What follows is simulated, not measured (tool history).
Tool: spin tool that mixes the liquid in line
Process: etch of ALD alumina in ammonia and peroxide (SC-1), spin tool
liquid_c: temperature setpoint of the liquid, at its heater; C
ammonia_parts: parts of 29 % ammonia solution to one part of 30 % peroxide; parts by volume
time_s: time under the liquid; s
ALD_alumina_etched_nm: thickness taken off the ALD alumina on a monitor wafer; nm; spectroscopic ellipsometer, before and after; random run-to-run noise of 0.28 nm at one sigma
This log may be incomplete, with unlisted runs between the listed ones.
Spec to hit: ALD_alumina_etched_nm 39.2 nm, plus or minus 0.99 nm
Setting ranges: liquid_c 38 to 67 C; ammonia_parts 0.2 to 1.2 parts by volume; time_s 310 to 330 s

run,hour,liquid_c,ammonia_parts,time_s,ALD_alumina_etched_nm
1,0,51,0.7,310,19.477
2,6.3,52.5,0.7,310,21.097
3,13.4,53.5,0.7,310,22.04
4,14.9,53.5,0.7,310,22.272
5,22.2,54.5,0.7,310,23.601
6,25.3,54.5,0.8,310,23.837
7,33.4,55.5,0.8,310,24.89
8,41.2,56.5,0.8,310,26.397

Next run, 5 choices. One meets every target within its allowed miss, the rest don't. Which?
A,49,45.5,0.75,310,?
B,49,47.5,0.7,310,?
C,49,62.5,0.95,330,?
D,49,61.5,0.7,330,?
E,49,67,0.75,330,?

move,ALD_alumina_etched_nm
A,14.44
B,16.057
C,39.045
D,36.062
E,47.755
A: further off than the last run
B: further off than the last run
C: every result lands within tolerance
D: gains on the last run, yet a result remains outside its allowed miss
E: moves the result that the last run missed by most past its target, out the other side
Answer: C
